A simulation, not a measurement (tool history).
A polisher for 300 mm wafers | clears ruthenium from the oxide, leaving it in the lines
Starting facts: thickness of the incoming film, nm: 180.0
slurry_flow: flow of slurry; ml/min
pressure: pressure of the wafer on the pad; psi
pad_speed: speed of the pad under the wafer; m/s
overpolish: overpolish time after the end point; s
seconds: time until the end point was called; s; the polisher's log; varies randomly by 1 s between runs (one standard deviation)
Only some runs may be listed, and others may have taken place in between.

run  hour  slurry_flow  pressure  pad_speed  overpolish  seconds
  1   0.0          320       2.3       0.88          35  149.040
  2   3.1          320       2.3       0.78          35  167.420
  3  10.3          320       2.3       0.78          35  169.050
  4  18.9          320       2.3       0.78          35  166.210
  5  24.0          320       2.3       0.64          35  198.390
  6  27.6          280       2.3       0.64          35  200.690
  7  31.2          280       2.6       0.70          35  166.020
  8  37.2          290       3.2       0.94          35  101.090
  9  41.5          290       3.3       0.94          35   99.282
 10  49.3          290       3.4       0.96          35   92.820

Run 11, settings as shown, results not yet in. Your forecast:
 11  56.6          290       3.5       0.98          35        ?

Run 11 yielded seconds 91.772 s.
